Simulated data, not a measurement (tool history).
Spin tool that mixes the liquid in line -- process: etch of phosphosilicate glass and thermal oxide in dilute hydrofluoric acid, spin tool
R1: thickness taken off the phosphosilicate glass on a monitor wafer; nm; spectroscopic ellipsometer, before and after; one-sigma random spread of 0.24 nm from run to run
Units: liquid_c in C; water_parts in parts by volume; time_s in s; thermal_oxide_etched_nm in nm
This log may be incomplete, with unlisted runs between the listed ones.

{"run": 1, "hour": 0.0, "liquid_c": 20, "water_parts": 175, "time_s": 65, "R1": 28.343, "thermal_oxide_etched_nm": 1.5445}
{"run": 2, "hour": 6.7, "liquid_c": 23, "water_parts": 175, "time_s": 65, "R1": 32.047, "thermal_oxide_etched_nm": 1.7403}
{"run": 3, "hour": 11.6, "liquid_c": 23.5, "water_parts": 175, "time_s": 65, "R1": 32.641, "thermal_oxide_etched_nm": 1.854}
{"run": 4, "hour": 17.4, "liquid_c": 23.5, "water_parts": 125, "time_s": 65, "R1": 48.424, "thermal_oxide_etched_nm": 2.5839}
{"run": 5, "hour": 26.1, "liquid_c": 23.5, "water_parts": 100, "time_s": 65, "R1": 62.63, "thermal_oxide_etched_nm": 3.2889}
{"run": 6, "hour": 32.4, "liquid_c": 23, "water_parts": 105, "time_s": 65, "R1": 58.432, "thermal_oxide_etched_nm": 3.1781}
{"run": 7, "hour": 37.0, "liquid_c": 22.5, "water_parts": 105, "time_s": 65, "R1": 57.253, "thermal_oxide_etched_nm": 2.9746}
{"run": 8, "hour": 39.5, "liquid_c": 22, "water_parts": 110, "time_s": 65, "R1": 53.084, "thermal_oxide_etched_nm": 2.8912}

The next listed run, before its measurement:
{"run": 9, "hour": 45.0, "liquid_c": 18.5, "water_parts": 125, "time_s": 65, "R1": "?", "thermal_oxide_etched_nm": "?"}

R1: 39.358 nm
thermal_oxide_etched_nm: 2.1606 nm
